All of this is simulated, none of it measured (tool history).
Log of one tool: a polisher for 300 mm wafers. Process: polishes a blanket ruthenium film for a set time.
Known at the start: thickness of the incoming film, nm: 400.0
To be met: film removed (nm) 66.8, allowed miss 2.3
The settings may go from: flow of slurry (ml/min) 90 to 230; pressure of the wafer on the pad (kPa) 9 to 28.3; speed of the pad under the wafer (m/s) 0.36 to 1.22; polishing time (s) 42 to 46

run  hour  flow of slurry (ml/min)  pressure of the wafer on the pad (kPa)  speed of the pad under the wafer (m/s)  polishing time (s)  film removed (nm)
  1     0                      150                                    18.6                                    0.78                  46             46.034
  2   8.5                      150                                    19.3                                    0.78                  46             48.788
  3   9.5                      125                                    19.3                                    0.78                  46             46.392
  4  18.2                      130                                      20                                    0.78                  46             49.664
  5  25.6                      130                                    20.7                                    0.78                  46             50.071
  6  26.7                      130                                    20.7                                    0.68                  46             44.039
  7  30.9                      155                                    25.5                                     0.7                  46             56.553
  8  32.7                      155                                    26.9                                    0.72                  46             59.167

5 next moves are on the table. One of them brings every result within its allowed miss. Which?
  A  34.5                      135                                    25.5                                    0.86                  42                  ?
  B  34.5                      145                                    24.1                                    0.94                  44                  ?
  C  34.5                      165                                    22.8                                    0.72                  43                  ?
  D  34.5                      155                                    24.8                                     0.7                  46                  ?
  E  34.5                      160                                    26.9                                    0.72                  42                  ?

move  film removed (nm)
   A             60.954
   B             66.981
   C             48.837
   D             54.444
   E             55.114
A: nearer than the last run, and not there yet
B: meets every target
C: further off than the last run
D: further off than the last run
E: further off than the last run
The right move is B.
